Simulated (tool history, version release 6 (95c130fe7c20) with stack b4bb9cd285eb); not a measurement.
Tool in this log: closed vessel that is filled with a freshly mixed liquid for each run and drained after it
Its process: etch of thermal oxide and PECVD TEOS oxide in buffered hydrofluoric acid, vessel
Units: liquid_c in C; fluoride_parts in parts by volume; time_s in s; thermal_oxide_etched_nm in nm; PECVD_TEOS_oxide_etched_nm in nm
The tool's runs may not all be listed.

run  hour  liquid_c  fluoride_parts  time_s  thermal_oxide_etched_nm  PECVD_TEOS_oxide_etched_nm
  1     0        25             7.5      60                   95.149                      227.83
  2   5.6      23.5               8      60                   80.928                      191.86
  3   9.4      25.5               8      60                   91.008                      219.59
  4  12.1      25.5               8      70                   106.13                      253.59
  5  15.7      25.5               8      50                   76.093                      182.87
  6  21.1      25.5             6.5      50                    93.95                      221.02
  7  28.2        24               7      50                   81.174                      194.42
  8  34.6      22.5             7.5      50                   68.747                      165.15
  9  37.4      21.5             7.5      50                   65.445                      155.27
 10  39.4      20.5             7.5      50                   62.007                      149.93
 11  43.7        20             7.5      50                   59.191                      143.41

What will run 12 give?
 12  50.3      19.5             7.5      50                        ?                           ?

Run 12 gave thermal_oxide_etched_nm 58.238 nm, PECVD_TEOS_oxide_etched_nm 139.47 nm.

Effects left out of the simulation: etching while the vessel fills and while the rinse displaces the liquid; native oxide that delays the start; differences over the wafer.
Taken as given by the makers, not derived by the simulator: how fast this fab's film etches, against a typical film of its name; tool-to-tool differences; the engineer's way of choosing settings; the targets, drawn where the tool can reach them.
